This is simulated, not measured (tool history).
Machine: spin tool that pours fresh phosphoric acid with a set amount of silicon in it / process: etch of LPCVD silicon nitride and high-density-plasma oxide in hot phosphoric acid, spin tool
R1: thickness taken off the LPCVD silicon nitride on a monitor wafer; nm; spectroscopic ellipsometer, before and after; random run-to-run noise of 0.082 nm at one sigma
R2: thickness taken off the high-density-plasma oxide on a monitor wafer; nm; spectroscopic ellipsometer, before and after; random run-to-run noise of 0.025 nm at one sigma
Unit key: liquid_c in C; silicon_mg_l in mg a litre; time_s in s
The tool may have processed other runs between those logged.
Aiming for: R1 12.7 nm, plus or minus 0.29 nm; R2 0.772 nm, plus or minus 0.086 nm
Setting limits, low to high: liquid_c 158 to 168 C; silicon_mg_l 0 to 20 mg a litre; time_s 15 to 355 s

{"run": 1, "hour": 0.0, "liquid_c": 163, "silicon_mg_l": 9, "time_s": 180, "R1": 18.973, "R2": 0.9561}
{"run": 2, "hour": 1.6, "liquid_c": 163, "silicon_mg_l": 7.5, "time_s": 170, "R1": 18, "R2": 0.86503}
{"run": 3, "hour": 9.9, "liquid_c": 163, "silicon_mg_l": 5.5, "time_s": 170, "R1": 18.224, "R2": 0.8949}
{"run": 4, "hour": 18.1, "liquid_c": 163, "silicon_mg_l": 7.5, "time_s": 170, "R1": 18.155, "R2": 0.88453}
{"run": 5, "hour": 19.4, "liquid_c": 163, "silicon_mg_l": 7.5, "time_s": 95, "R1": 10.078, "R2": 0.48197}
{"run": 6, "hour": 20.9, "liquid_c": 163.5, "silicon_mg_l": 7, "time_s": 95, "R1": 10.223, "R2": 0.48148}
{"run": 7, "hour": 25.6, "liquid_c": 164, "silicon_mg_l": 6, "time_s": 95, "R1": 10.361, "R2": 0.52925}
{"run": 8, "hour": 27.7, "liquid_c": 164.5, "silicon_mg_l": 5.5, "time_s": 100, "R1": 11.15, "R2": 0.60559}
{"run": 9, "hour": 35.6, "liquid_c": 165, "silicon_mg_l": 5, "time_s": 105, "R1": 11.934, "R2": 0.67592}
{"run": 10, "hour": 41.9, "liquid_c": 165.5, "silicon_mg_l": 5, "time_s": 105, "R1": 12.003, "R2": 0.66615}

Next run, 5 choices. One meets every target within its allowed miss, the rest don't. Which?
{"run": "A", "hour": 48.2, "liquid_c": 164, "silicon_mg_l": 11.5, "time_s": 120, "R1": "?", "R2": "?"}
{"run": "B", "hour": 48.2, "liquid_c": 165.5, "silicon_mg_l": 2, "time_s": 110, "R1": "?", "R2": "?"}
{"run": "C", "hour": 48.2, "liquid_c": 163.5, "silicon_mg_l": 7.5, "time_s": 125, "R1": "?", "R2": "?"}
{"run": "D", "hour": 48.2, "liquid_c": 166, "silicon_mg_l": 13.5, "time_s": 100, "R1": "?", "R2": "?"}
{"run": "E", "hour": 48.2, "liquid_c": 166.5, "silicon_mg_l": 0, "time_s": 95, "R1": "?", "R2": "?"}

move=A R1=13.22 R2=0.62887
move=B R1=12.73 R2=0.78305
move=C R1=13.545 R2=0.68973
move=D R1=11.764 R2=0.57788
move=E R1=11.359 R2=0.75424
A: carries the result that was furthest off beyond its target, to the other side
B: all results in spec
C: carries the result that was furthest off beyond its target, to the other side
D: moves away from the targets compared with the last run
E: moves away from the targets compared with the last run
Answer: B
